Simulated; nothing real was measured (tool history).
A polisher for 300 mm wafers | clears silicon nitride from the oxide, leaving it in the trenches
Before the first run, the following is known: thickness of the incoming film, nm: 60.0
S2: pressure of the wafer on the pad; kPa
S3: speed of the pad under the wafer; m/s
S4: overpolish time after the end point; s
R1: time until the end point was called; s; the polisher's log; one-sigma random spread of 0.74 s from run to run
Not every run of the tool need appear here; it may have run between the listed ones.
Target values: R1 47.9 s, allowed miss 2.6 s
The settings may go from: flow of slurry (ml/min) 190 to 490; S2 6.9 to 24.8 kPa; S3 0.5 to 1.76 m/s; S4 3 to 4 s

Run 1, day 0: flow of slurry (ml/min) 315, S2 15.9 kPa, S3 1.12 m/s, S4 4 s. Result: R1 60.242 s.
Run 2, day 0.35: flow of slurry (ml/min) 315, S2 16.5 kPa, S3 1.12 m/s, S4 4 s. Result: R1 57.588 s.
Run 3, day 0.55: flow of slurry (ml/min) 350, S2 16.5 kPa, S3 1.12 m/s, S4 4 s. Result: R1 56.164 s.
Run 4, day 0.817: flow of slurry (ml/min) 355, S2 17.9 kPa, S3 1.12 m/s, S4 4 s. Result: R1 52.506 s.
Run 5, day 1.162: flow of slurry (ml/min) 355, S2 17.9 kPa, S3 0.96 m/s, S4 4 s. Result: R1 62.58 s.
Run 6, day 1.321: flow of slurry (ml/min) 355, S2 18.6 kPa, S3 0.96 m/s, S4 4 s. Result: R1 59.961 s.
Run 7, day 1.608: flow of slurry (ml/min) 355, S2 19.3 kPa, S3 0.96 m/s, S4 4 s. Result: R1 57.58 s.
Run 8, day 1.946: flow of slurry (ml/min) 355, S2 20 kPa, S3 0.96 m/s, S4 4 s. Result: R1 54.714 s.
Run 9, day 2.096: flow of slurry (ml/min) 355, S2 21.4 kPa, S3 0.96 m/s, S4 4 s. Result: R1 51.945 s.
Run 10, day 2.462: flow of slurry (ml/min) 355, S2 22.1 kPa, S3 0.96 m/s, S4 4 s. Result: R1 50.902 s.

Next run, 5 choices. One meets every target within its allowed miss, the rest don't. Which?
Run A, day 2.829: flow of slurry (ml/min) 475, S2 24.8 kPa, S3 1.04 m/s, S4 3 s. Result: R1 ?.
Run B, day 2.829: flow of slurry (ml/min) 340, S2 24.8 kPa, S3 1.06 m/s, S4 3 s. Result: R1 ?.
Run C, day 2.829: flow of slurry (ml/min) 275, S2 20.7 kPa, S3 1.12 m/s, S4 4 s. Result: R1 ?.
Run D, day 2.829: flow of slurry (ml/min) 470, S2 18.6 kPa, S3 1.02 m/s, S4 3 s. Result: R1 ?.
Run E, day 2.829: flow of slurry (ml/min) 370, S2 21.4 kPa, S3 0.94 m/s, S4 4 s. Result: R1 ?.

move      R1
   A  42.471
   B  42.637
   C  48.724
   D  56.441
   E  54.653
A: moves the result that the last run missed by most past its target, out the other side
B: moves the result that the last run missed by most past its target, out the other side
C: hits every target within its allowed miss
D: its largest miss is bigger than the last run's
E: its largest miss is bigger than the last run's
The right move is C.
